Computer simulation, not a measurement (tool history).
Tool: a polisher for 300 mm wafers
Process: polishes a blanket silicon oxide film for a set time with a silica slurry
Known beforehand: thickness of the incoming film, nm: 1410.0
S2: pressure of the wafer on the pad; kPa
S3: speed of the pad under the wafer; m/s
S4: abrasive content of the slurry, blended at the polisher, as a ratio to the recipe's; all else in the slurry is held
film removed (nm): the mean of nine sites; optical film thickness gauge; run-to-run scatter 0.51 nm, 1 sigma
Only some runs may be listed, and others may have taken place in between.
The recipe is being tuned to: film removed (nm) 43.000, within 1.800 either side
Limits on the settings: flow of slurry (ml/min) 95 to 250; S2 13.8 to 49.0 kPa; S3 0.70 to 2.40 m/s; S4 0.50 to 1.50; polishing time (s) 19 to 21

Run 1, hour 0.0: flow of slurry (ml/min) 160, S2 31.0 kPa, S3 1.54 m/s, S4 1.00, polishing time (s) 21. Result: film removed (nm) 77.031.
Run 2, hour 2.7: flow of slurry (ml/min) 160, S2 26.9 kPa, S3 1.52 m/s, S4 1.00, polishing time (s) 21. Result: film removed (nm) 68.607.
Run 3, hour 9.2: flow of slurry (ml/min) 160, S2 26.9 kPa, S3 1.88 m/s, S4 1.00, polishing time (s) 21. Result: film removed (nm) 79.357.
Run 4, hour 16.3: flow of slurry (ml/min) 160, S2 24.1 kPa, S3 1.78 m/s, S4 1.00, polishing time (s) 21. Result: film removed (nm) 68.571.
Run 5, hour 18.7: flow of slurry (ml/min) 160, S2 24.1 kPa, S3 1.78 m/s, S4 1.00, polishing time (s) 19. Result: film removed (nm) 63.951.
Run 6, hour 19.7: flow of slurry (ml/min) 160, S2 21.4 kPa, S3 1.76 m/s, S4 1.00, polishing time (s) 19. Result: film removed (nm) 56.229.
Run 7, hour 24.6: flow of slurry (ml/min) 160, S2 20.0 kPa, S3 1.76 m/s, S4 1.00, polishing time (s) 19. Result: film removed (nm) 53.157.
Run 8, hour 31.7: flow of slurry (ml/min) 160, S2 18.6 kPa, S3 1.76 m/s, S4 1.00, polishing time (s) 19. Result: film removed (nm) 50.406.
Run 9, hour 36.2: flow of slurry (ml/min) 160, S2 17.9 kPa, S3 1.76 m/s, S4 1.00, polishing time (s) 19. Result: film removed (nm) 49.490.
Run 10, hour 40.5: flow of slurry (ml/min) 160, S2 17.2 kPa, S3 1.76 m/s, S4 1.00, polishing time (s) 19. Result: film removed (nm) 47.343.
Run 11, hour 42.1: flow of slurry (ml/min) 160, S2 16.5 kPa, S3 1.76 m/s, S4 1.00, polishing time (s) 19. Result: film removed (nm) 45.674.

Next run, 4 choices. One meets every target within its allowed miss, the rest don't. Which?
Run A, hour 43.7: flow of slurry (ml/min) 175, S2 17.2 kPa, S3 1.92 m/s, S4 0.90, polishing time (s) 19. Result: film removed (nm) ?.
Run B, hour 43.7: flow of slurry (ml/min) 155, S2 18.6 kPa, S3 1.36 m/s, S4 0.95, polishing time (s) 19. Result: film removed (nm) ?.
Run C, hour 43.7: flow of slurry (ml/min) 180, S2 13.8 kPa, S3 1.80 m/s, S4 0.90, polishing time (s) 19. Result: film removed (nm) ?.
Run D, hour 43.7: flow of slurry (ml/min) 190, S2 13.8 kPa, S3 1.80 m/s, S4 1.05, polishing time (s) 19. Result: film removed (nm) ?.

move  film removed (nm)
   A             48.198
   B             40.438
   C             38.854
   D             43.071
A: its largest miss is bigger than the last run's
B: pushes the last run's worst result past its target
C: pushes the last run's worst result past its target
D: hits every target within its allowed miss
Correct choice: D, which meets every target

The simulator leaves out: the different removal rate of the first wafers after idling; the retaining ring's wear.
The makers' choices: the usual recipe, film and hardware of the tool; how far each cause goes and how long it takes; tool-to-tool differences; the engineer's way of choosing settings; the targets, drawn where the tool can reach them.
